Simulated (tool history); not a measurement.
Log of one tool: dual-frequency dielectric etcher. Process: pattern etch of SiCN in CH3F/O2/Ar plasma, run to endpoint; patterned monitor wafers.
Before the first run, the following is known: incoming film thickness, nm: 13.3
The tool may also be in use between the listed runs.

Run 1, hour 0.0: source power (kW) 0.540, bias power (kW) 0.093. Result: endpoint time (s) 29.657.
Run 2, hour 8.4: source power (kW) 0.540, bias power (kW) 0.101. Result: endpoint time (s) 28.494.
Run 3, hour 9.6: source power (kW) 0.500, bias power (kW) 0.096. Result: endpoint time (s) 30.494.
Run 4, hour 15.7: source power (kW) 0.500, bias power (kW) 0.107. Result: endpoint time (s) 28.995.
Run 5, hour 21.0: source power (kW) 0.460, bias power (kW) 0.104. Result: endpoint time (s) 29.779.
Run 6, hour 23.0: source power (kW) 0.410, bias power (kW) 0.104. Result: endpoint time (s) 31.153.
Run 7, hour 27.6: source power (kW) 0.390, bias power (kW) 0.100. Result: endpoint time (s) 32.209.
Run 8, hour 35.0: source power (kW) 0.370, bias power (kW) 0.097. Result: endpoint time (s) 33.140.
Run 9, hour 37.1: source power (kW) 0.360, bias power (kW) 0.095. Result: endpoint time (s) 33.495.
Run 10, hour 40.0: source power (kW) 0.350, bias power (kW) 0.093. Result: endpoint time (s) 34.249.

For run 11, what comes out?
Run 11, hour 40.7: source power (kW) 0.340, bias power (kW) 0.092. Result: endpoint time (s) ?.

endpoint time (s): 34.760
